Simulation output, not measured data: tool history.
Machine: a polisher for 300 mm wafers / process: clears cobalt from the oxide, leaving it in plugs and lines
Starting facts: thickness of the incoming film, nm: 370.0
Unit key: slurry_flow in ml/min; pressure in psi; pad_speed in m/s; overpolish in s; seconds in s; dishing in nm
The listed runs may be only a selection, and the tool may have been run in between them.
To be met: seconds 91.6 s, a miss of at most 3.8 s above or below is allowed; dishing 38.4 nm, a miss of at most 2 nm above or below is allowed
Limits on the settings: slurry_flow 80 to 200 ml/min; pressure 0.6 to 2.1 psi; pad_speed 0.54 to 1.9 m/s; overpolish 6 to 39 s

run	hour	slurry_flow	pressure	pad_speed	overpolish	seconds	dishing
1	0	130	1.3	1.22	20	61.724	48.125
2	6.9	120	1.3	1.22	20	61.706	49.037
3	10.9	120	1.3	0.96	20	77.72	47.026
4	15.1	120	1.3	0.96	12	78.569	34.379
5	17.5	120	1.3	0.96	20	76.153	46.277
6	18.9	120	1.3	1.24	20	59.829	50.189
7	27.5	120	1.2	1.24	19	65.738	47.336
8	33.1	120	1.1	1.24	18	72.514	45.41
9	42.1	120	1.1	1.24	18	71.781	44.174
10	45.7	110	0.8	1.22	15	101.18	34.381
11	48	110	0.8	1.22	15	100.57	34.214
12	52.4	115	0.8	1.22	15	100.22	33.813
13	56.2	115	0.8	1.22	16	101.02	35.832

Below are 4 possible settings for the next run. Only one of them brings all results inside the allowed miss of their targets. Which is it?
A	60	115	1	1.22	15	?	?
B	60	105	1.1	1.08	16	?	?
C	60	90	0.9	1.24	17	?	?
D	60	125	1	1.16	13	?	?

move	seconds	dishing
A	80.316	38.663
B	84.088	39.084
C	92.539	38.333
D	82.933	34.825
A: moves the result that the last run missed by most past its target, out the other side
B: moves the result that the last run missed by most past its target, out the other side
C: each result inside its tolerance
D: moves the result that the last run missed by most past its target, out the other side
The move that meets every target is C.
